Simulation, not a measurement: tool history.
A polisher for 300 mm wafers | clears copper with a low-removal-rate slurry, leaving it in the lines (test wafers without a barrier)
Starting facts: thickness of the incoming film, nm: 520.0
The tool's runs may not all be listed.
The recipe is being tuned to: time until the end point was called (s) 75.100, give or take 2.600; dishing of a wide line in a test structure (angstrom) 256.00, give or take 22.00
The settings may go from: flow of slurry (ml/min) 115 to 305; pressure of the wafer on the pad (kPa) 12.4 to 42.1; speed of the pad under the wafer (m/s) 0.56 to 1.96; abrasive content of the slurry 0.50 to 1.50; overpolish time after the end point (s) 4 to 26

run,hour,flow of slurry (ml/min),pressure of the wafer on the pad (kPa),speed of the pad under the wafer (m/s),abrasive content of the slurry,overpolish time after the end point (s),time until the end point was called (s),dishing of a wide line in a test structure (angstrom)
1,0.0,195,26.9,1.26,1.00,13,118.150,399.60
2,7.5,195,26.9,1.00,1.00,13,150.230,315.10
3,8.1,195,22.1,1.00,1.00,13,177.620,279.27
4,9.3,225,22.1,1.00,1.00,13,171.890,292.66
5,10.5,210,24.8,1.02,1.00,12,154.510,297.15
6,15.5,210,24.8,1.02,1.10,12,149.980,290.91
7,17.5,215,26.9,1.02,1.15,11,140.410,308.81
8,20.8,200,29.0,1.06,1.05,10,129.600,284.80
9,27.8,195,31.0,1.08,1.00,9,120.980,280.96
10,32.9,185,32.4,1.12,0.95,8,118.400,258.17
11,34.1,185,33.8,1.16,0.90,7,106.920,255.18
# hour 36.0: worn pad replaced by a new one
12,36.0,195,35.2,1.16,0.85,7,98.958,273.28
13,42.7,205,35.9,1.16,0.80,7,97.604,272.36
14,50.0,260,42.1,1.20,0.55,4,85.168,184.15
15,56.7,255,42.1,1.22,0.55,4,84.681,180.53
16,63.1,255,42.1,1.24,0.55,4,82.542,184.33
17,68.3,255,42.1,1.26,0.55,4,83.543,188.51
18,71.9,260,42.1,1.42,0.55,8,72.715,399.58
19,78.5,260,42.1,1.40,0.55,6,73.628,312.17

Which single option among these 5 for the next run brings every result within its allowed miss of target? Just one does.
A,85.1,245,42.1,1.42,0.50,5,?,?
B,85.1,265,42.1,1.46,0.50,7,?,?
C,85.1,305,38.6,1.48,0.80,7,?,?
D,85.1,200,42.1,1.48,0.50,9,?,?
E,85.1,270,42.1,1.46,0.50,6,?,?

move,time until the end point was called (s),dishing of a wide line in a test structure (angstrom)
A,75.755,251.21
B,73.216,353.44
C,70.294,365.90
D,74.575,435.36
E,73.083,307.55
A: every result within its allowed miss
B: moves away from the targets compared with the last run
C: moves away from the targets compared with the last run
D: moves away from the targets compared with the last run
E: nearer than the last run, and not there yet
A meets every target.
